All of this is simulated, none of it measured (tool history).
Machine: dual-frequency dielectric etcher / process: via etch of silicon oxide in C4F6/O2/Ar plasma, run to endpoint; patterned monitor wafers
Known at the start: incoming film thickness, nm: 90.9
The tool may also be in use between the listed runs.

| run | day | bias power (kW) | source power (kW) | Ar flow (sccm) | endpoint time (s) |
|---|---|---|---|---|---|
| 1 | 0.000 | 0.471 | 0.270 | 212 | 21.859 |
| 2 | 0.296 | 0.420 | 0.270 | 212 | 22.727 |
| 3 | 0.512 | 0.420 | 0.270 | 249 | 22.992 |
| 4 | 0.688 | 0.390 | 0.270 | 249 | 23.729 |
| 5 | 0.738 | 0.390 | 0.270 | 211 | 23.106 |
| 6 | 0.892 | 0.475 | 0.270 | 211 | 21.721 |
| 7 | 1.012 | 0.509 | 0.270 | 211 | 21.219 |
| 8 | 1.075 | 0.536 | 0.270 | 211 | 20.838 |
| 9 | 1.112 | 0.557 | 0.270 | 211 | 20.683 |

Estimate the outcome of run 10 from the log above:
| 10 | 1.433 | 0.557 | 0.270 | 211 | ? |

{"run 10": {"endpoint time (s)": 20.646}}
